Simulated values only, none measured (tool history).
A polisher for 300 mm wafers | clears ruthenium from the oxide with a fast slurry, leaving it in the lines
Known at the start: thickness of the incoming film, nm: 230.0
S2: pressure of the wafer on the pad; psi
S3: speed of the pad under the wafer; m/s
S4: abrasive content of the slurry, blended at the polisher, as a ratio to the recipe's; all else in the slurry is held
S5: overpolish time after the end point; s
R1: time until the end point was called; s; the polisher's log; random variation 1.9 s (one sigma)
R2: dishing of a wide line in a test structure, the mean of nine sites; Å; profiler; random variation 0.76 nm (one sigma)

{"run": 1, "hour": 0.0, "flow of slurry (ml/min)": 200, "S2": 2.6, "S3": 0.92, "S4": 1, "S5": 24, "R1": 71.129, "R2": 423.82}
{"run": 2, "hour": 3.1, "flow of slurry (ml/min)": 155, "S2": 2.6, "S3": 0.92, "S4": 1, "S5": 24, "R1": 77.402, "R2": 416.91}
{"run": 3, "hour": 10.1, "flow of slurry (ml/min)": 155, "S2": 2.6, "S3": 0.92, "S4": 0.9, "S5": 24, "R1": 81.146, "R2": 401.47}
{"run": 4, "hour": 13.3, "flow of slurry (ml/min)": 155, "S2": 2, "S3": 0.92, "S4": 0.9, "S5": 24, "R1": 98.24, "R2": 352.95}
{"run": 5, "hour": 15.8, "flow of slurry (ml/min)": 155, "S2": 1.9, "S3": 0.92, "S4": 0.9, "S5": 24, "R1": 101.29, "R2": 342.49}
{"run": 6, "hour": 23.7, "flow of slurry (ml/min)": 155, "S2": 1.9, "S3": 1.12, "S4": 0.9, "S5": 24, "R1": 84.216, "R2": 386.2}
{"run": 7, "hour": 26.0, "flow of slurry (ml/min)": 155, "S2": 1.8, "S3": 1.1, "S4": 0.9, "S5": 24, "R1": 88.569, "R2": 371.13}

Forecast run 8:
{"run": 8, "hour": 31.6, "flow of slurry (ml/min)": 155, "S2": 1.7, "S3": 1.08, "S4": 0.9, "S5": 24, "R1": "?", "R2": "?"}

R1: 93.871 s
R2: 363.32 Å

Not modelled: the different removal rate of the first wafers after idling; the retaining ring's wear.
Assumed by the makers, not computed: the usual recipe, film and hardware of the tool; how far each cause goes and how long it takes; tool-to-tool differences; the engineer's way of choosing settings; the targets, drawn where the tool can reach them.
